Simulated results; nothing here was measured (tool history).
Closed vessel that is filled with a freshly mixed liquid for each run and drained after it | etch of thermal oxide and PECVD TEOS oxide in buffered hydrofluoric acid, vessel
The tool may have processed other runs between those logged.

| run | hour | temperature setpoint of the liquid (C) | parts of 40 % ammonium fluoride to one part of 49 % hydrofluoric acid (parts by volume) | time in the liquid (s) | thickness taken off the thermal oxide on a monitor wafer (nm) | thickness taken off the PECVD TEOS oxide on a monitor wafer (nm) |
|---|---|---|---|---|---|---|
| 1 | 0.0 | 22.0 | 8.5 | 60 | 59.814 | 128.16 |
| 2 | 0.9 | 23.5 | 8.5 | 60 | 64.864 | 138.73 |
| 3 | 2.6 | 23.5 | 8.5 | 50 | 54.046 | 115.62 |
| 4 | 8.0 | 25.0 | 8.5 | 50 | 58.449 | 125.17 |
| 5 | 16.4 | 26.5 | 8.5 | 50 | 63.264 | 134.78 |
| 6 | 17.6 | 26.5 | 11.0 | 50 | 51.267 | 110.06 |
| 7 | 26.4 | 27.5 | 10.0 | 50 | 59.261 | 126.31 |
| 8 | 30.5 | 28.0 | 9.5 | 50 | 64.257 | 137.14 |
| 9 | 37.3 | 28.5 | 9.0 | 50 | 69.199 | 146.33 |
| 10 | 45.5 | 29.0 | 9.0 | 50 | 70.766 | 150.54 |
| 11 | 51.6 | 29.5 | 9.0 | 50 | 72.857 | 154.69 |
| 12 | 53.0 | 30.0 | 8.5 | 50 | 76.829 | 163.77 |

Run 13, settings as shown, results not yet in. Your forecast:
| 13 | 59.0 | 30.0 | 8.0 | 50 | ? | ? |

thickness taken off the thermal oxide on a monitor wafer (nm): 81.788
thickness taken off the PECVD TEOS oxide on a monitor wafer (nm): 173.71
